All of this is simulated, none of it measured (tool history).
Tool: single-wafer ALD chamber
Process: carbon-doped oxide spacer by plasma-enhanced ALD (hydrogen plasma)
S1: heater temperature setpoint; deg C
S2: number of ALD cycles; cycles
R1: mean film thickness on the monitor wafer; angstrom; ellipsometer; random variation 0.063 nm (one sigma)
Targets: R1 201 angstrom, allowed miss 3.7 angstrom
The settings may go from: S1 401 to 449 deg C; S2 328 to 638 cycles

run   hour   S1   S2      R1
  1      0  425  483  224.65
  2      5  426  479  222.87
  3   13.8  419  479  229.52
  4   20.6  411  479  234.83
  5   27.9  411  510  250.92
  6   32.3  411  480  236.36
  7   35.6  411  480   235.5
  8   40.3  413  476  229.93
  9   46.4  415  473   230.5
 10   54.3  417  469  226.18
 11   59.8  419  466  222.57
 12   65.3  421  464  220.09
 13   72.2  423  462   217.9
 14   75.9  424  460  215.16
 15   85.7  425  459  213.39
 16     92  426  458  213.13
 17   94.9  427  457  211.44
 18   98.6  428  456   211.5
 19  102.4  429  455  209.41
 20  104.9  430  454  209.18
 21  114.3  431  453  206.56
 22    117  431  453  207.57
 23  124.1  432  452  206.24
 24    129  432  451  205.15

5 next moves are on the table. One of them brings every result within its allowed miss. Which?
  A  133.9  433  446   ?
  B  133.9  432  416   ?
  C  133.9  437  432   ?
  D  133.9  425  406   ?
  E  133.9  435  426   ?

move      R1
   A  201.57
   B  188.71
   C  192.36
   D  188.92
   E  191.11
A: meets every target
B: takes the result that was furthest off past its target
C: takes the result that was furthest off past its target
D: takes the result that was furthest off past its target
E: takes the result that was furthest off past its target
The right move is A.
